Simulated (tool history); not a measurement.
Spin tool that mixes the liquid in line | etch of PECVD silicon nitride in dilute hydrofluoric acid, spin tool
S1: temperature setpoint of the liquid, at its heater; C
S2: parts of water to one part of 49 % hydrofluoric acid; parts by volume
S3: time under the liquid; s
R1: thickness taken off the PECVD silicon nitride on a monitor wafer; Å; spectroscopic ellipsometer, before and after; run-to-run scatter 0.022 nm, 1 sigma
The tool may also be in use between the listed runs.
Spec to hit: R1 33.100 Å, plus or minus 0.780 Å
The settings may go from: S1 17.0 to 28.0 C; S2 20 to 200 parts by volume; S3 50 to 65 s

| run | hour | S1 | S2 | S3 | R1 |
|---|---|---|---|---|---|
| 1 | 0.0 | 20.0 | 110 | 65 | 26.690 |
| 2 | 2.7 | 21.5 | 110 | 65 | 29.952 |
| 3 | 5.9 | 21.5 | 145 | 65 | 22.911 |
| 4 | 9.2 | 22.5 | 145 | 65 | 24.160 |
| 5 | 11.7 | 23.5 | 145 | 65 | 25.806 |
| 6 | 15.1 | 24.5 | 145 | 65 | 27.838 |
| 7 | 22.1 | 25.0 | 145 | 65 | 28.790 |
| 8 | 29.0 | 25.5 | 145 | 65 | 29.689 |
| 9 | 34.7 | 26.0 | 145 | 65 | 30.446 |
| 10 | 36.5 | 26.5 | 145 | 65 | 31.769 |

Exactly one of the 5 candidate moves below puts every result within its allowed miss. Which one?
| A | 38.3 | 28.0 | 125 | 50 | ? |
| B | 38.3 | 26.0 | 135 | 65 | ? |
| C | 38.3 | 25.0 | 125 | 60 | ? |
| D | 38.3 | 26.5 | 150 | 65 | ? |
| E | 38.3 | 28.0 | 140 | 55 | ? |

| move | R1 |
|---|---|
| A | 31.200 |
| B | 33.060 |
| C | 30.880 |
| D | 30.732 |
| E | 30.637 |
A: moves away from the targets compared with the last run
B: in spec on every target
C: moves away from the targets compared with the last run
D: moves away from the targets compared with the last run
E: moves away from the targets compared with the last run
The move that meets every target is B.
